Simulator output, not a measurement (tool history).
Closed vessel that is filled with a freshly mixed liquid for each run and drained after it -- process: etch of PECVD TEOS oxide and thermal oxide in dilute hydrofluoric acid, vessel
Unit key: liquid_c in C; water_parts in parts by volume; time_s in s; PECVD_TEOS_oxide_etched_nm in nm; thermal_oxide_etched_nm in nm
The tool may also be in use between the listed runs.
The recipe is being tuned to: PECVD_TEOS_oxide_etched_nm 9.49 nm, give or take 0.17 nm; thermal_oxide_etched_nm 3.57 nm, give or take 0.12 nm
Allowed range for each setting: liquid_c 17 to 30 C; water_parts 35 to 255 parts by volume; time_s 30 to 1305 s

run  hour  liquid_c  water_parts  time_s  PECVD_TEOS_oxide_etched_nm  thermal_oxide_etched_nm
  1     0        22          145     665                      49.479                   18.585
  2     3      19.5          145     665                      44.959                   17.075
  3   3.5        19          170     585                      32.247                   12.266
  4    11      18.5          190     515                      24.685                   9.2164
  5    12      18.5          215     515                      21.021                   7.8719
  6  20.7        18          225     455                      17.247                   6.5508
  7  23.5        18          230     410                      15.224                   5.7012
  8  26.8        18          235     380                      13.739                    5.094
  9  34.8        18          240     360                      12.622                   4.7271
 10  41.4        18          245     345                      11.898                   4.4797
 11  46.7        18          245     330                      11.314                   4.3105
 12  55.5        18          245     320                      11.037                    4.145
 13  60.2        18          245     315                      10.832                   4.0688
 14  65.5        18          245     310                      10.649                   4.0285
 15  68.7        18          245     310                      10.554                   3.9291
 16  69.4      17.5          250     305                      10.085                   3.7313
 17  70.6      17.5          250     300                      9.9075                   3.6606

5 candidate next runs follow, results not yet known. Just one meets every target within its allowed miss. Identify it.
  A  71.8      19.5          255     290                           ?                        ?
  B  71.8      18.5          240     265                           ?                        ?
  C  71.8      18.5          255     305                           ?                        ?
  D  71.8        17          215     255                           ?                        ?
  E  71.8      17.5          245     295                           ?                        ?

move  PECVD_TEOS_oxide_etched_nm  thermal_oxide_etched_nm
   A                      10.093                   3.8347
   B                      9.5639                   3.6338
   C                       10.22                   3.8832
   D                      9.9117                   3.7659
   E                      9.9899                   3.7956
A: lands further from the targets than the last run did
B: every result lands within tolerance
C: lands further from the targets than the last run did
D: no nearer and no further than the last run
E: lands further from the targets than the last run did
Move B is the one to make.
